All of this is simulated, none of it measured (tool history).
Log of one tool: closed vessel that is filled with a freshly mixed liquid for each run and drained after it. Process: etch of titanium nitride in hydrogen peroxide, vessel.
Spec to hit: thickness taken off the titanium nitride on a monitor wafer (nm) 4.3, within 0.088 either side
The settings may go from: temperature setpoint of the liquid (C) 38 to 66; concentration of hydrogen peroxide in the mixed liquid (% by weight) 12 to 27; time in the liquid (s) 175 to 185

| run | hour | temperature setpoint of the liquid (C) | concentration of hydrogen peroxide in the mixed liquid (% by weight) | time in the liquid (s) | thickness taken off the titanium nitride on a monitor wafer (nm) |
|---|---|---|---|---|---|
| 1 | 0 | 54 | 18 | 175 | 8.0801 |
| 2 | 1.8 | 54 | 21.5 | 175 | 8.377 |
| 3 | 6 | 47.5 | 21.5 | 175 | 5.2669 |
| 4 | 9.5 | 53 | 21.5 | 175 | 7.888 |
| 5 | 14.2 | 53 | 21.5 | 185 | 8.301 |
| 6 | 22 | 53 | 21.5 | 175 | 7.799 |
| 7 | 26.5 | 51.5 | 21.5 | 175 | 7.0626 |
| 8 | 33 | 43.5 | 21.5 | 175 | 3.9205 |

4 candidate next runs follow, results not yet known. Just one meets every target within its allowed miss. Identify it.
| A | 39.5 | 44.5 | 24 | 175 | ? |
| B | 39.5 | 43 | 21 | 175 | ? |
| C | 39.5 | 41 | 21 | 185 | ? |
| D | 39.5 | 42.5 | 21.5 | 175 | ? |

| move | thickness taken off the titanium nitride on a monitor wafer (nm) |
|---|---|
| A | 4.3381 |
| B | 3.7656 |
| C | 3.4198 |
| D | 3.6444 |
A: hits every target within its allowed miss
B: moves away from the targets compared with the last run
C: moves away from the targets compared with the last run
D: moves away from the targets compared with the last run
The move that meets every target is A.

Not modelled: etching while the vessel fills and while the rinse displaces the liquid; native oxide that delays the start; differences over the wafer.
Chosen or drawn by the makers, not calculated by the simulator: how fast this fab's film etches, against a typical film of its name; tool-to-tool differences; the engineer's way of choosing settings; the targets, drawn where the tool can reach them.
